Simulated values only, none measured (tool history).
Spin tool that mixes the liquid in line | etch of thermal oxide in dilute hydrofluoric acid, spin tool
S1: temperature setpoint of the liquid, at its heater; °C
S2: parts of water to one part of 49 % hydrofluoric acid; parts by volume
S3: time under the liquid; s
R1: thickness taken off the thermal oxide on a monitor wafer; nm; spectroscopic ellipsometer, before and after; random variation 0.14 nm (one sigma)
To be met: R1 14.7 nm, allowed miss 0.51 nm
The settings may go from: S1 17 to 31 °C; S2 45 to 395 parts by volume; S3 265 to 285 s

run	hour	S1	S2	S3	R1
1	0	23	220	265	4.5369
2	5.8	24	190	265	5.7031
3	7.7	24	130	265	8.8234
4	16.3	25	125	265	9.4508
5	19.1	26	120	265	10.482
6	27	26	120	265	10.452
7	34.7	27	120	265	11.124
8	40.6	27.5	120	265	11.143
9	41.5	28	115	265	11.652
10	48.7	31	85	265	18.972
11	54	30.5	85	265	18.526
12	62.3	30	85	265	18.366
13	65.8	26	95	265	13.555
14	72.7	26	95	265	13.655
15	74.1	26.5	95	265	13.8
16	79.5	27	95	265	14.036

Which of these 5 next moves meets every target?
A	84.9	26	105	285	?
B	84.9	23.5	100	285	?
C	84.9	25.5	90	275	?
D	84.9	28	105	265	?
E	84.9	29	110	270	?

move	R1
A	13.014
B	12.464
C	14.647
D	13.067
E	13.109
A: further off than the last run
B: further off than the last run
C: meets every target
D: further off than the last run
E: further off than the last run
Move C is the one to make.
